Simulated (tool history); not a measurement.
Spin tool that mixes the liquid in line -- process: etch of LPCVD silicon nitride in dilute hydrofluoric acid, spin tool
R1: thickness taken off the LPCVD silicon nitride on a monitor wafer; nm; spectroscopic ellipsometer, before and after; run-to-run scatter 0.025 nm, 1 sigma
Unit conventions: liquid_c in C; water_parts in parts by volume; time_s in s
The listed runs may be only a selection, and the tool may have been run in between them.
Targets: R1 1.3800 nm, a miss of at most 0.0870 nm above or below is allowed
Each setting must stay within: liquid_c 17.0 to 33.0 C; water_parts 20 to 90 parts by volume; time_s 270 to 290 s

{"run": 1, "hour": 0.0, "liquid_c": 25.0, "water_parts": 50, "time_s": 270, "R1": 2.8974}
{"run": 2, "hour": 0.7, "liquid_c": 25.0, "water_parts": 50, "time_s": 290, "R1": 3.1311}
{"run": 3, "hour": 3.0, "liquid_c": 25.0, "water_parts": 50, "time_s": 290, "R1": 3.2604}
{"run": 4, "hour": 8.7, "liquid_c": 24.0, "water_parts": 50, "time_s": 290, "R1": 2.9589}
{"run": 5, "hour": 16.6, "liquid_c": 23.5, "water_parts": 50, "time_s": 290, "R1": 2.8638}
{"run": 6, "hour": 21.3, "liquid_c": 23.0, "water_parts": 50, "time_s": 290, "R1": 2.7137}
{"run": 7, "hour": 26.7, "liquid_c": 22.5, "water_parts": 50, "time_s": 290, "R1": 2.6537}
{"run": 8, "hour": 28.4, "liquid_c": 22.0, "water_parts": 50, "time_s": 290, "R1": 2.5012}
{"run": 9, "hour": 34.4, "liquid_c": 21.5, "water_parts": 50, "time_s": 290, "R1": 2.4571}
{"run": 10, "hour": 40.0, "liquid_c": 21.0, "water_parts": 50, "time_s": 290, "R1": 2.3737}
{"run": 11, "hour": 41.7, "liquid_c": 20.5, "water_parts": 50, "time_s": 290, "R1": 2.3312}
{"run": 12, "hour": 42.6, "liquid_c": 20.0, "water_parts": 50, "time_s": 290, "R1": 2.2162}
{"run": 13, "hour": 47.2, "liquid_c": 19.5, "water_parts": 50, "time_s": 290, "R1": 2.1845}
{"run": 14, "hour": 54.2, "liquid_c": 18.0, "water_parts": 60, "time_s": 290, "R1": 1.6604}

Below are 4 possible settings for the next run. Only one of them brings all results inside the allowed miss of their targets. Which is it?
{"run": "A", "hour": 61.2, "liquid_c": 17.0, "water_parts": 60, "time_s": 270, "R1": "?"}
{"run": "B", "hour": 61.2, "liquid_c": 19.5, "water_parts": 55, "time_s": 275, "R1": "?"}
{"run": "C", "hour": 61.2, "liquid_c": 19.0, "water_parts": 55, "time_s": 290, "R1": "?"}
{"run": "D", "hour": 61.2, "liquid_c": 17.0, "water_parts": 55, "time_s": 290, "R1": "?"}

move=A R1=1.4395
move=B R1=1.9014
move=C R1=1.9365
move=D R1=1.6822
A: each result inside its tolerance
B: moves away from the targets compared with the last run
C: moves away from the targets compared with the last run
D: moves away from the targets compared with the last run
Go with A: it meets all targets.
